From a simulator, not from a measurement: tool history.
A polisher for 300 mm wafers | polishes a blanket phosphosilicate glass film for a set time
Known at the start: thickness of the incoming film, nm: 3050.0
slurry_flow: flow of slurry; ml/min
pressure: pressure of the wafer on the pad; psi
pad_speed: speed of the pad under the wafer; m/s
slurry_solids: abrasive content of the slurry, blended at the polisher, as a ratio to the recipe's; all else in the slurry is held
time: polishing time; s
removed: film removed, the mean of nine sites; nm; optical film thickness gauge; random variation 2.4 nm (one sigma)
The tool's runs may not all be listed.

| run | day | slurry_flow | pressure | pad_speed | slurry_solids | time | removed |
|---|---|---|---|---|---|---|---|
| 1 | 0 | 120 | 3.8 | 0.76 | 1 | 37 | 277 |
| 2 | 0.296 | 120 | 3.8 | 0.76 | 1.15 | 37 | 304.35 |
| 3 | 0.346 | 120 | 3.5 | 0.76 | 1.15 | 37 | 276.6 |
| 4 | 0.617 | 120 | 3.5 | 0.76 | 1.25 | 37 | 284.96 |
| 5 | 0.842 | 120 | 3.3 | 0.76 | 1.25 | 37 | 274.2 |
| 6 | 0.912 | 120 | 3.1 | 0.76 | 1.25 | 37 | 255.62 |
| 7 | 0.996 | 120 | 2.9 | 0.76 | 1.25 | 37 | 238.51 |

Run 8 comes next. What will it give?
| 8 | 1.212 | 120 | 2.8 | 0.76 | 1.25 | 37 | ? |

Run 8 gave removed 236.9 nm.
